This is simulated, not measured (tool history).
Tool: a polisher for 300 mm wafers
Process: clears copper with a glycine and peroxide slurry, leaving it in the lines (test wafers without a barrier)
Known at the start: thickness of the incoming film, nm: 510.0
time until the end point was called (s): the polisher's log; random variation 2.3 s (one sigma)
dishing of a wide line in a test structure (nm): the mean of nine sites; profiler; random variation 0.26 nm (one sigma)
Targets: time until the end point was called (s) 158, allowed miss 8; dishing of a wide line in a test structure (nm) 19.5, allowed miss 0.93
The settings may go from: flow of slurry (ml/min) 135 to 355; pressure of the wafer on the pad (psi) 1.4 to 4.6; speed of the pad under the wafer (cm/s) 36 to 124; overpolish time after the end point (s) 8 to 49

run	day	flow of slurry (ml/min)	pressure of the wafer on the pad (psi)	speed of the pad under the wafer (cm/s)	overpolish time after the end point (s)	time until the end point was called (s)	dishing of a wide line in a test structure (nm)
1	0	225	3	80	25	126.54	66.496
2	0.15	205	2.6	80	21	142.39	52.348
3	0.462	170	2.6	80	21	148	50.975
4	0.733	135	2.6	80	21	153.29	49.088
5	1.004	135	2.6	68	21	168.56	45.358
6	1.104	135	2.4	70	18	174	38.838
7	1.133	190	2.2	68	16	169.6	34.52
8	1.229	230	2	66	14	182.05	29.857
9	1.579	230	2	66	14	178.99	28.751

Which of these 4 next moves meets every target?
A	1.929	210	2.1	54	24	?	?
B	1.929	235	2	88	8	?	?
C	1.929	210	2.3	74	17	?	?
D	1.929	255	1.9	48	28	?	?

move	time until the end point was called (s)	dishing of a wide line in a test structure (nm)
A	196.37	44.298
B	157.4	19.614
C	160.44	38.88
D	212.45	47.35
A: further off than the last run
B: meets every target
C: further off than the last run
D: further off than the last run
The right move is B.
